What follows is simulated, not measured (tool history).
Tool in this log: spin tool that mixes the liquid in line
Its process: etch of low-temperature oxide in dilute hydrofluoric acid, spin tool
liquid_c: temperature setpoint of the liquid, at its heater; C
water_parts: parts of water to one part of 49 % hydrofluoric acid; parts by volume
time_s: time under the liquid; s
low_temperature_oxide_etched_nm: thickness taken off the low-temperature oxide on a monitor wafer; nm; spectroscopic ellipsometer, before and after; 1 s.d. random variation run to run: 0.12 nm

run  hour  liquid_c  water_parts  time_s  low_temperature_oxide_etched_nm
  1   0.0      23.0          145     285                           19.061
  2   0.8      22.0          150     285                           17.430
  3   3.4      21.0          155     285                           15.859
  4   9.5      21.0          155     310                           17.427
  5  14.0      19.5          155     310                           16.390
  6  16.6      19.5          155     310                           16.496
  7  21.9      19.5          155     310                           16.381
  8  30.6      19.0          160     310                           15.655
  9  35.9      18.5          165     310                           14.413
 10  37.3      18.0          170     310                           13.881

Forecast run 11:
 11  42.3      18.0          175     310                                ?

Run 11 gave low_temperature_oxide_etched_nm 13.394 nm.
